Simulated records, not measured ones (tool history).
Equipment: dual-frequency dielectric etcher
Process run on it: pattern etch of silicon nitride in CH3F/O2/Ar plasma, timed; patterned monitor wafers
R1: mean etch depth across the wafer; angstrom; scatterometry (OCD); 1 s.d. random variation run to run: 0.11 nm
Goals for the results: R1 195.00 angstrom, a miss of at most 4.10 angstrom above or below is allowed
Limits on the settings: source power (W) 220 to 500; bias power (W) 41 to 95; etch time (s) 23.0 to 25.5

run 1 hour=0.0 | source_power_(W)=360 bias_power_(W)=68 etch_time_(s)=25.5 | R1=166.68
run 2 hour=6.7 | source_power_(W)=380 bias_power_(W)=69 etch_time_(s)=25.5 | R1=170.99
run 3 hour=13.1 | source_power_(W)=400 bias_power_(W)=70 etch_time_(s)=25.5 | R1=176.69
run 4 hour=15.5 | source_power_(W)=430 bias_power_(W)=70 etch_time_(s)=25.5 | R1=181.30
run 5 hour=22.5 | source_power_(W)=440 bias_power_(W)=70 etch_time_(s)=25.5 | R1=183.36
run 6 hour=24.8 | source_power_(W)=400 bias_power_(W)=70 etch_time_(s)=25.5 | R1=177.72
run 7 hour=26.1 | source_power_(W)=410 bias_power_(W)=71 etch_time_(s)=25.5 | R1=180.27
run 8 hour=28.4 | source_power_(W)=420 bias_power_(W)=71 etch_time_(s)=25.5 | R1=182.53
run 9 hour=33.4 | source_power_(W)=430 bias_power_(W)=71 etch_time_(s)=25.5 | R1=180.94
run 10 hour=42.3 | source_power_(W)=490 bias_power_(W)=80 etch_time_(s)=25.5 | R1=202.08
run 11 hour=44.8 | source_power_(W)=480 bias_power_(W)=80 etch_time_(s)=25.5 | R1=200.04

Exercise: of the 4 proposed moves below, exactly one satisfies all targets within the stated allowed misses. Which move is it?
run A hour=47.3 | source_power_(W)=440 bias_power_(W)=89 etch_time_(s)=23.5 | R1=?
run B hour=47.3 | source_power_(W)=440 bias_power_(W)=88 etch_time_(s)=23.5 | R1=?
run C hour=47.3 | source_power_(W)=500 bias_power_(W)=69 etch_time_(s)=24.5 | R1=?
run D hour=47.3 | source_power_(W)=490 bias_power_(W)=94 etch_time_(s)=23.0 | R1=?

move=A R1=188.47
move=B R1=187.54
move=C R1=185.38
move=D R1=197.13
A: pushes the last run's worst result past its target
B: pushes the last run's worst result past its target
C: pushes the last run's worst result past its target
D: every result lands within tolerance
D is the move that brings every result within its allowed miss.
